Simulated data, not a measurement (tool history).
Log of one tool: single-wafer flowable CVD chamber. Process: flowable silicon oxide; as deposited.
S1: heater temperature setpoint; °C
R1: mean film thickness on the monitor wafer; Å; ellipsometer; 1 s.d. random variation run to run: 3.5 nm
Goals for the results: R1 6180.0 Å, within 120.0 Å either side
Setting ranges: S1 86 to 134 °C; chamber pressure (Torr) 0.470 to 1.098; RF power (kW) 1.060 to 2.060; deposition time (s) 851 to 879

{"run": 1, "hour": 0.0, "S1": 110, "chamber pressure (Torr)": 0.784, "RF power (kW)": 1.56, "deposition time (s)": 851, "R1": 4218.0}
{"run": 2, "hour": 5.3, "S1": 110, "chamber pressure (Torr)": 0.784, "RF power (kW)": 1.56, "deposition time (s)": 851, "R1": 4214.9}
{"run": 3, "hour": 8.9, "S1": 110, "chamber pressure (Torr)": 0.839, "RF power (kW)": 1.56, "deposition time (s)": 851, "R1": 4451.9}
{"run": 4, "hour": 10.0, "S1": 110, "chamber pressure (Torr)": 0.839, "RF power (kW)": 1.56, "deposition time (s)": 851, "R1": 4472.5}
{"run": 5, "hour": 14.2, "S1": 110, "chamber pressure (Torr)": 0.839, "RF power (kW)": 1.44, "deposition time (s)": 851, "R1": 4399.6}
{"run": 6, "hour": 15.4, "S1": 120, "chamber pressure (Torr)": 0.839, "RF power (kW)": 1.44, "deposition time (s)": 851, "R1": 3067.5}
{"run": 7, "hour": 24.3, "S1": 114, "chamber pressure (Torr)": 0.84, "RF power (kW)": 1.44, "deposition time (s)": 851, "R1": 3798.3}
{"run": 8, "hour": 28.2, "S1": 110, "chamber pressure (Torr)": 0.841, "RF power (kW)": 1.44, "deposition time (s)": 851, "R1": 4476.9}
{"run": 9, "hour": 34.7, "S1": 107, "chamber pressure (Torr)": 0.841, "RF power (kW)": 1.44, "deposition time (s)": 851, "R1": 4940.6}
{"run": 10, "hour": 42.3, "S1": 105, "chamber pressure (Torr)": 0.841, "RF power (kW)": 1.44, "deposition time (s)": 851, "R1": 5333.2}
{"run": 11, "hour": 48.5, "S1": 104, "chamber pressure (Torr)": 0.841, "RF power (kW)": 1.44, "deposition time (s)": 851, "R1": 5510.0}
{"run": 12, "hour": 55.1, "S1": 103, "chamber pressure (Torr)": 0.841, "RF power (kW)": 1.44, "deposition time (s)": 851, "R1": 5777.1}
{"run": 13, "hour": 55.8, "S1": 102, "chamber pressure (Torr)": 0.841, "RF power (kW)": 1.44, "deposition time (s)": 851, "R1": 5988.1}

Which of these 4 next moves meets every target?
{"run": "A", "hour": 56.5, "S1": 102, "chamber pressure (Torr)": 0.825, "RF power (kW)": 1.555, "deposition time (s)": 851, "R1": "?"}
{"run": "B", "hour": 56.5, "S1": 99, "chamber pressure (Torr)": 0.781, "RF power (kW)": 1.34, "deposition time (s)": 865, "R1": "?"}
{"run": "C", "hour": 56.5, "S1": 104, "chamber pressure (Torr)": 0.885, "RF power (kW)": 1.395, "deposition time (s)": 851, "R1": "?"}
{"run": "D", "hour": 56.5, "S1": 102, "chamber pressure (Torr)": 0.775, "RF power (kW)": 1.71, "deposition time (s)": 851, "R1": "?"}

move=A R1=5933.7
move=B R1=6173.9
move=C R1=5730.8
move=D R1=5696.4
A: its largest miss is bigger than the last run's
B: meets every target
C: its largest miss is bigger than the last run's
D: its largest miss is bigger than the last run's
Move B is the one to make.
